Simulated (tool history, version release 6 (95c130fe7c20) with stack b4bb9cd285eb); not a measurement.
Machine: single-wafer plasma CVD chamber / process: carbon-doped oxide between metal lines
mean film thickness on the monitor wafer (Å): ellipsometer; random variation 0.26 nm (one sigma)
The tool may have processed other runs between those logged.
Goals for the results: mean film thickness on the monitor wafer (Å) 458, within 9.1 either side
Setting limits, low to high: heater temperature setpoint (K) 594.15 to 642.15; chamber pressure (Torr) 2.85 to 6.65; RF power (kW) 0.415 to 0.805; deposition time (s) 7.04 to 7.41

| run | day | heater temperature setpoint (K) | chamber pressure (Torr) | RF power (kW) | deposition time (s) | mean film thickness on the monitor wafer (Å) |
|---|---|---|---|---|---|---|
| 1 | 0 | 618.15 | 4.75 | 0.61 | 7.41 | 402.43 |
| 2 | 0.233 | 610.15 | 4.75 | 0.61 | 7.41 | 419.2 |
| 3 | 0.4 | 608.15 | 4.83 | 0.615 | 7.41 | 416.54 |
| 4 | 0.533 | 607.15 | 4.87 | 0.63 | 7.41 | 424.96 |
| 5 | 0.746 | 606.15 | 4.91 | 0.64 | 7.41 | 427.3 |
| 6 | 0.979 | 606.15 | 4.91 | 0.64 | 7.41 | 432.63 |
| 7 | 1.088 | 605.15 | 4.96 | 0.645 | 7.41 | 433.56 |
| 8 | 1.425 | 604.15 | 5 | 0.65 | 7.41 | 441.55 |
| 9 | 1.767 | 603.15 | 5.05 | 0.65 | 7.41 | 441.74 |

Consider the 4 candidate settings below. Which is the only one whose results all fall within their allowed miss of target?
| A | 2.108 | 610.15 | 5.68 | 0.685 | 7.35 | ? |
| B | 2.108 | 607.15 | 5.5 | 0.62 | 7.13 | ? |
| C | 2.108 | 597.15 | 5.53 | 0.685 | 7.33 | ? |
| D | 2.108 | 600.15 | 5.31 | 0.7 | 7.04 | ? |

| move | mean film thickness on the monitor wafer (Å) |
|---|---|
| A | 441.21 |
| B | 415.64 |
| C | 462.34 |
| D | 440 |
A: as far off as the last run
B: moves away from the targets compared with the last run
C: all results in spec
D: moves away from the targets compared with the last run
Answer: C
